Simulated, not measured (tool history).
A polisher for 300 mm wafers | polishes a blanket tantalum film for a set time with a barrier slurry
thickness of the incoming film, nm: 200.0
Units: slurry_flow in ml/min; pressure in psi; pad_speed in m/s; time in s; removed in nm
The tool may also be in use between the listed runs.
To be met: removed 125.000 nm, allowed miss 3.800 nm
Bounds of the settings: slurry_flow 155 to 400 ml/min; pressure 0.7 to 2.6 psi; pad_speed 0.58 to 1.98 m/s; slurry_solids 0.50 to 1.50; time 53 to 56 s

run,hour,slurry_flow,pressure,pad_speed,slurry_solids,time,removed
1,0.0,255,1.6,1.28,1.00,53,89.608
2,7.5,255,1.6,1.28,1.20,53,91.183
3,14.6,255,1.7,1.28,1.20,53,97.263
4,20.3,285,1.7,1.28,1.20,53,97.664
5,23.0,285,1.8,1.28,1.20,53,103.220
6,30.5,285,1.9,1.28,1.20,53,109.090
7,37.1,285,1.9,1.28,1.20,53,107.580
8,41.4,285,2.1,1.28,1.20,53,119.780

Which of these 5 next moves meets every target?
A,45.7,300,2.0,1.28,1.20,53,?
B,45.7,255,2.1,1.22,1.25,55,?
C,45.7,275,2.4,1.20,1.20,56,?
D,45.7,330,2.1,1.24,1.10,53,?
E,45.7,180,2.1,1.42,1.00,55,?

move,removed
A,115.320
B,118.770
C,135.600
D,116.120
E,124.800
A: further off than the last run
B: further off than the last run
C: takes the result that was furthest off past its target
D: further off than the last run
E: meets every target
Move E is the one to make.

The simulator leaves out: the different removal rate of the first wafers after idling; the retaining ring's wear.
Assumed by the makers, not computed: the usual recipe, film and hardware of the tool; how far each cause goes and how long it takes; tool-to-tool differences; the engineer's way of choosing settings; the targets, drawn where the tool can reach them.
